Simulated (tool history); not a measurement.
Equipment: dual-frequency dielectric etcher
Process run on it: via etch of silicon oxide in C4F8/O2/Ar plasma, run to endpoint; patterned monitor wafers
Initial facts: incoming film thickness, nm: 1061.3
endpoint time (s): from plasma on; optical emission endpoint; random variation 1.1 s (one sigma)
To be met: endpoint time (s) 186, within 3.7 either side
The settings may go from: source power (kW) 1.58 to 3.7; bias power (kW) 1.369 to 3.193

| run | hour | source power (kW) | bias power (kW) | endpoint time (s) |
|---|---|---|---|---|
| 1 | 0 | 2.64 | 2.281 | 168.68 |
| 2 | 7.7 | 2.47 | 2.248 | 175.76 |
| 3 | 11.5 | 2.47 | 2.563 | 165.88 |
| 4 | 18.4 | 2.29 | 2.536 | 173.46 |
| 5 | 23.6 | 2.19 | 2.523 | 177.38 |
| 6 | 26.7 | 2.19 | 2.684 | 175.21 |
| 7 | 34.1 | 2.11 | 2.671 | 178.04 |
| 8 | 35.7 | 2.05 | 2.663 | 178.27 |

Below are 5 possible settings for the next run. Only one of them brings all results inside the allowed miss of their targets. Which is it?
| A | 37.3 | 2.09 | 2.362 | ? |
| B | 37.3 | 2.35 | 2.749 | ? |
| C | 37.3 | 2.17 | 3.014 | ? |
| D | 37.3 | 1.82 | 2.636 | ? |
| E | 37.3 | 1.99 | 2.222 | ? |

| move | endpoint time (s) |
|---|---|
| A | 186.74 |
| B | 166.5 |
| C | 167.71 |
| D | 193.27 |
| E | 195.93 |
A: every result lands within tolerance
B: misses by more than the last run did
C: misses by more than the last run did
D: takes the result that was furthest off past its target
E: takes the result that was furthest off past its target
A is the move that brings every result within its allowed miss.
